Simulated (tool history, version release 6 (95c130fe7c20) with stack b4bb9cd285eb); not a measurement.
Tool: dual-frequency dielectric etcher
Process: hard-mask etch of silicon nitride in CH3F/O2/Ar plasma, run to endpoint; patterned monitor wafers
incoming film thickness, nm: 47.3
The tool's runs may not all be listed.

{"run": 1, "hour": 0.0, "source power (W)": 300, "bias power (W)": 54, "endpoint time (s)": 79.387}
{"run": 2, "hour": 1.0, "source power (W)": 330, "bias power (W)": 54, "endpoint time (s)": 76.189}
{"run": 3, "hour": 9.6, "source power (W)": 330, "bias power (W)": 60, "endpoint time (s)": 73.283}
{"run": 4, "hour": 10.3, "source power (W)": 370, "bias power (W)": 60, "endpoint time (s)": 70.028}
{"run": 5, "hour": 17.1, "source power (W)": 320, "bias power (W)": 60, "endpoint time (s)": 74.512}
{"run": 6, "hour": 18.6, "source power (W)": 320, "bias power (W)": 52, "endpoint time (s)": 77.196}

The next listed run, before its measurement:
{"run": 7, "hour": 23.2, "source power (W)": 300, "bias power (W)": 51, "endpoint time (s)": "?"}

endpoint time (s): 80.362

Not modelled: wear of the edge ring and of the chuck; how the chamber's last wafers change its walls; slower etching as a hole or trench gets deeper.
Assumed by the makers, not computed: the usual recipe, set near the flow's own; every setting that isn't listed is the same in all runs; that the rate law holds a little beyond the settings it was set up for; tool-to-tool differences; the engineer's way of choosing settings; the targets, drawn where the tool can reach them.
